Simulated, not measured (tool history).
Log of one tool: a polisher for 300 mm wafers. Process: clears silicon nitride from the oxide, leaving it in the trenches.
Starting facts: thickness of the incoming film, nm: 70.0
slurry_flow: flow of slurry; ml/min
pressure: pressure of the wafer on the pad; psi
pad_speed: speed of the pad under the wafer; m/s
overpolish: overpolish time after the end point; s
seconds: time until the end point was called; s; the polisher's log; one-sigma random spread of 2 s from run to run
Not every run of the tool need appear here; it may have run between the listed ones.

{"run": 1, "day": 0.0, "slurry_flow": 295, "pressure": 2.1, "pad_speed": 1.28, "overpolish": 10, "seconds": 75.476}
{"run": 2, "day": 0.221, "slurry_flow": 295, "pressure": 1.6, "pad_speed": 1.28, "overpolish": 10, "seconds": 96.96}
{"run": 3, "day": 0.254, "slurry_flow": 295, "pressure": 1.6, "pad_speed": 1, "overpolish": 10, "seconds": 123.42}
{"run": 4, "day": 0.629, "slurry_flow": 235, "pressure": 1.6, "pad_speed": 1, "overpolish": 10, "seconds": 131.84}
{"run": 5, "day": 0.733, "slurry_flow": 230, "pressure": 1.6, "pad_speed": 1, "overpolish": 10, "seconds": 132.29}
{"run": 6, "day": 0.971, "slurry_flow": 225, "pressure": 1.6, "pad_speed": 1, "overpolish": 10, "seconds": 132.54}

For run 7, what comes out?
{"day": 1.017, "done": "slurry nozzle cleaned"}
{"run": 7, "day": 1.017, "slurry_flow": 220, "pressure": 1.6, "pad_speed": 1, "overpolish": 10, "seconds": "?"}

Run 7 yielded seconds 121.92 s.

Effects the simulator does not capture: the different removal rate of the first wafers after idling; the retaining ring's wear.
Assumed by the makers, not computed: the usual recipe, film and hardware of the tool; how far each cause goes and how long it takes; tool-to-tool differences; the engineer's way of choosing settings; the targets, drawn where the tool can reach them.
